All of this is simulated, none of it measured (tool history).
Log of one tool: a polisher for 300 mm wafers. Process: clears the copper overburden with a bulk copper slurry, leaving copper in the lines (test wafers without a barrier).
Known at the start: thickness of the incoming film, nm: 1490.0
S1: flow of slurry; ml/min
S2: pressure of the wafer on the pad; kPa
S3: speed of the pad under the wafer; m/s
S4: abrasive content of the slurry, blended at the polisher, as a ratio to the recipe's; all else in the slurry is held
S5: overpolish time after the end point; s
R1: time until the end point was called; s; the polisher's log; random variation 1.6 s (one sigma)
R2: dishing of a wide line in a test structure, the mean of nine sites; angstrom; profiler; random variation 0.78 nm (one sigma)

run	hour	S1	S2	S3	S4	S5	R1	R2
1	0.0	290	22.1	1.18	1.00	26	150.41	574.74
2	4.2	305	21.4	1.26	1.05	24	139.52	547.05
3	10.2	305	21.4	1.02	1.05	24	174.78	539.45
4	14.4	305	21.4	1.02	1.05	19	171.27	504.24
5	20.8	315	22.1	1.04	1.10	18	162.97	518.18
6	27.6	320	22.1	1.12	1.10	17	151.89	503.43
7	36.5	330	22.8	1.14	1.10	16	142.63	513.00
8	42.0	340	22.8	1.18	1.15	15	136.45	500.26
9	46.8	345	23.4	1.20	1.15	14	129.68	503.62

Run 10 comes next. What will it give?
10	50.3	355	23.4	1.22	1.15	13	?	?

Run 10 gave R1 129.97 s, R2 500.02 angstrom.
